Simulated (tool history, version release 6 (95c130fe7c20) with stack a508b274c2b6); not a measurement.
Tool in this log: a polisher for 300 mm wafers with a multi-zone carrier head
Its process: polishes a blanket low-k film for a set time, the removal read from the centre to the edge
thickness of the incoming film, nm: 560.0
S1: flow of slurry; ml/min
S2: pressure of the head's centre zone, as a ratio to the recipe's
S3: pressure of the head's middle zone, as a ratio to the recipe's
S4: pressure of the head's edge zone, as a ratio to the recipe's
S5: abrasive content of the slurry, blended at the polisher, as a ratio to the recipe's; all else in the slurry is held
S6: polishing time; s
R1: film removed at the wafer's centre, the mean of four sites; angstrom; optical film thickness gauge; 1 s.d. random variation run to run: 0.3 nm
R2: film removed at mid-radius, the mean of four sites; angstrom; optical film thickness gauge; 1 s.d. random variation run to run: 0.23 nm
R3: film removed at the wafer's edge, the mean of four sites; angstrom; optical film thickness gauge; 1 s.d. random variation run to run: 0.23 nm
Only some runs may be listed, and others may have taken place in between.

run    day   S1  S2    S3    S4    S5  S6      R1      R2      R3
  1      0  145   1     1     1     1  73  385.61  384.54  381.37
  2  0.296  180   1     1     1     1  73  406.75  401.35  393.63
  3  0.346  180   1  1.01  0.98  0.95  70  380.62  376.08  363.69
  4  0.517  180   1  1.01  1.05  0.95  70  379.76  379.41  378.12
  5    0.8  145   1  1.01  1.05  0.95  70  361.34  369.17  372.81
  6  0.996  145   1  1.01     1  0.95  70  373.93  365.76  359.43

For run 7, what comes out?
  7  1.35  145  0.98  1.02  0.98  0.9  68   ?   ?   ?

R1: 344.92 angstrom
R2: 355.5 angstrom
R3: 348.18 angstrom
